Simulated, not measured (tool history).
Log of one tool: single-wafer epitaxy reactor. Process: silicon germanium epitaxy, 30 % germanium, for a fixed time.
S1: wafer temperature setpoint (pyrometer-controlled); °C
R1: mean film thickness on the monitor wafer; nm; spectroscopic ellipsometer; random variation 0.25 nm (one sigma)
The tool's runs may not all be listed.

{"run": 1, "hour": 0.0, "S1": 590, "chamber pressure (mTorr)": 24700, "R1": 51.392}
{"run": 2, "hour": 1.5, "S1": 589, "chamber pressure (mTorr)": 24700, "R1": 50.336}
{"run": 3, "hour": 4.3, "S1": 599, "chamber pressure (mTorr)": 24700, "R1": 62.273}
{"run": 4, "hour": 12.1, "S1": 595, "chamber pressure (mTorr)": 24700, "R1": 57.7}
{"run": 5, "hour": 13.3, "S1": 599, "chamber pressure (mTorr)": 24700, "R1": 62.578}
{"run": 6, "hour": 19.1, "S1": 599, "chamber pressure (mTorr)": 27400, "R1": 65.421}

The next listed run, before its measurement:
{"run": 7, "hour": 25.3, "S1": 587, "chamber pressure (mTorr)": 26900, "R1": "?"}

{"run 7": {"R1": 49.72}}

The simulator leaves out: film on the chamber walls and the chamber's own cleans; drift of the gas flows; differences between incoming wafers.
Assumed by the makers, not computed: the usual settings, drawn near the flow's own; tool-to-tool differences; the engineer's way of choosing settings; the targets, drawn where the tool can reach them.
